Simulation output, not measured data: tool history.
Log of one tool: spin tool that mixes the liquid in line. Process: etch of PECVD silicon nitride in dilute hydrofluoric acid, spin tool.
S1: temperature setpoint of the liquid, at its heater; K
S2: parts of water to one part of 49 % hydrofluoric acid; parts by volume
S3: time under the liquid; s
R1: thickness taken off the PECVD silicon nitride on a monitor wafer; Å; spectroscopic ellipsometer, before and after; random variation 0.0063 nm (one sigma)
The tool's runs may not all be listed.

| run | hour | S1 | S2 | S3 | R1 |
|---|---|---|---|---|---|
| 1 | 0.0 | 298.15 | 235 | 65 | 8.4090 |
| 2 | 1.0 | 296.65 | 240 | 65 | 7.5608 |
| 3 | 5.8 | 299.15 | 240 | 65 | 8.9922 |
| 4 | 13.3 | 301.15 | 240 | 65 | 9.8593 |
| 5 | 18.7 | 301.15 | 310 | 65 | 7.6316 |
| 6 | 20.9 | 303.65 | 310 | 65 | 8.7351 |
| 7 | 24.8 | 301.65 | 315 | 65 | 7.7350 |
| 8 | 31.0 | 299.65 | 320 | 65 | 6.7590 |
| 9 | 37.1 | 298.15 | 325 | 65 | 6.0873 |

Run 10 comes next. What will it give?
| 10 | 39.3 | 297.15 | 325 | 65 | ? |

R1: 5.7832 Å
